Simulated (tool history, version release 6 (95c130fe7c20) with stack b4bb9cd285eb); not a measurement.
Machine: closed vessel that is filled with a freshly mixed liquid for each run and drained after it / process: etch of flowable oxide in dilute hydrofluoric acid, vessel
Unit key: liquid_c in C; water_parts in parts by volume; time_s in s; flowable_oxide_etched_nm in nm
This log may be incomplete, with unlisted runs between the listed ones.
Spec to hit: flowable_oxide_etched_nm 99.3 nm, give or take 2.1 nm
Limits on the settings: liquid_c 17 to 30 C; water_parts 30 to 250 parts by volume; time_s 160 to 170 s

run	hour	liquid_c	water_parts	time_s	flowable_oxide_etched_nm
1	0	22	140	160	39.408
2	3.9	24	125	160	48.504
3	6.4	25.5	110	160	59.433
4	12.4	25.5	65	160	106.67
5	15.5	27.5	65	160	115.97
6	19.5	27.5	110	160	63.959
7	24.6	28	105	160	69
8	28.3	30	65	160	129.29
9	36.6	28.5	65	160	121.47
10	37.9	27.5	65	160	115.07
11	44	27.5	65	160	116.47

4 next moves are on the table. One of them brings every result within its allowed miss. Which?
A	50.1	28.5	55	170	?
B	50.1	29.5	80	160	?
C	50.1	26	70	165	?
D	50.1	30	90	170	?

move	flowable_oxide_etched_nm
A	154.63
B	100.3
C	104.55
D	95.169
A: moves away from the targets compared with the last run
B: every result lands within tolerance
C: an improvement on the last run, though not all results are within tolerance
D: pushes the last run's worst result past its target
Move B is the one to make.

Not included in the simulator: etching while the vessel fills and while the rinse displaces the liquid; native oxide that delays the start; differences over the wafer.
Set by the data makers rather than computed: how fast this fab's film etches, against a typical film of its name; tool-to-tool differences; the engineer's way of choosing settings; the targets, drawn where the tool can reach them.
